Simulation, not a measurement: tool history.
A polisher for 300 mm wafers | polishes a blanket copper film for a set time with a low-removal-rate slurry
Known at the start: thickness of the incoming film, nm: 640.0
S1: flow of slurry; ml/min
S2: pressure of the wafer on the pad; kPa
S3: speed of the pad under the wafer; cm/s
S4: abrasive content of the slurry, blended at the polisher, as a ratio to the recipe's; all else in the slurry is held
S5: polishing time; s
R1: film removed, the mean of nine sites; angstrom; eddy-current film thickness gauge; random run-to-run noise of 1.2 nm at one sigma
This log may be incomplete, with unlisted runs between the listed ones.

{"run": 1, "hour": 0.0, "S1": 130, "S2": 20.7, "S3": 108, "S4": 1.0, "S5": 96, "R1": 2508.2}
{"run": 2, "hour": 0.7, "S1": 130, "S2": 20.7, "S3": 108, "S4": 1.1, "S5": 96, "R1": 2552.5}
{"run": 3, "hour": 4.1, "S1": 105, "S2": 20.7, "S3": 108, "S4": 1.1, "S5": 96, "R1": 2450.5}
{"run": 4, "hour": 7.5, "S1": 100, "S2": 18.6, "S3": 108, "S4": 1.1, "S5": 96, "R1": 2211.7}
{"run": 5, "hour": 11.0, "S1": 100, "S2": 18.6, "S3": 108, "S4": 1.1, "S5": 101, "R1": 2345.8}
{"run": 6, "hour": 13.2, "S1": 95, "S2": 16.5, "S3": 108, "S4": 1.1, "S5": 101, "R1": 2117.8}

Run 7 comes next. What will it give?
{"run": 7, "hour": 14.7, "S1": 95, "S2": 15.2, "S3": 108, "S4": 1.1, "S5": 101, "R1": "?"}

For run 7 the tool returned R1 2017.0 angstrom.

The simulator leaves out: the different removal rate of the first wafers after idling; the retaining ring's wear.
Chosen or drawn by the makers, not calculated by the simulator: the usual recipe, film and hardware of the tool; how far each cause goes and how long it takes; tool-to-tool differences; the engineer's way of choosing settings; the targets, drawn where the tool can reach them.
